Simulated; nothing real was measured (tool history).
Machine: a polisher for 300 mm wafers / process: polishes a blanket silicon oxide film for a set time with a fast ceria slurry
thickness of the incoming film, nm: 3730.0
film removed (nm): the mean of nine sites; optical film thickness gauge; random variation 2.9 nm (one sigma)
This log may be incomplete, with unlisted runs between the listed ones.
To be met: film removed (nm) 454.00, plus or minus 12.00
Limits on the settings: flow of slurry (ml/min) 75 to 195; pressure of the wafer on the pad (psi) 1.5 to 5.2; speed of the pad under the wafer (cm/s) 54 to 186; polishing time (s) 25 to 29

run  hour  flow of slurry (ml/min)  pressure of the wafer on the pad (psi)  speed of the pad under the wafer (cm/s)  polishing time (s)  film removed (nm)
  1   0.0                      125                                     3.3                                      118                  29             653.30
  2   8.0                      120                                     3.1                                      118                  29             603.00
  3  15.3                      150                                     3.1                                      118                  29             641.57
  4  20.7                      150                                     3.5                                      118                  29             719.78
  5  27.3                      140                                     3.2                                      118                  29             653.33
  6  28.5                      140                                     3.2                                      118                  25             556.84
  7  35.7                      130                                     3.1                                      118                  25             530.97
     41.0  -- head pressure recalibrated
  8  41.0                      120                                     3.0                                      118                  25             557.16
  9  47.7                      120                                     2.8                                      118                  25             520.42
 10  48.4                       90                                     2.5                                      118                  25             432.73
 11  52.9                       95                                     2.5                                      118                  25             436.41

Exercise: of the 4 proposed moves below, exactly one satisfies all targets within the stated allowed misses. Which move is it?
  A  57.4                      135                                     2.7                                       92                  25                  ?
  B  57.4                       80                                     2.8                                       98                  29                  ?
  C  57.4                       85                                     2.3                                      126                  25                  ?
  D  57.4                      115                                     3.1                                      100                  25                  ?

move  film removed (nm)
   A             405.95
   B             447.60
   C             416.30
   D             484.80
A: misses by more than the last run did
B: meets every target
C: misses by more than the last run did
D: carries the result that was furthest off beyond its target, to the other side
Answer: B

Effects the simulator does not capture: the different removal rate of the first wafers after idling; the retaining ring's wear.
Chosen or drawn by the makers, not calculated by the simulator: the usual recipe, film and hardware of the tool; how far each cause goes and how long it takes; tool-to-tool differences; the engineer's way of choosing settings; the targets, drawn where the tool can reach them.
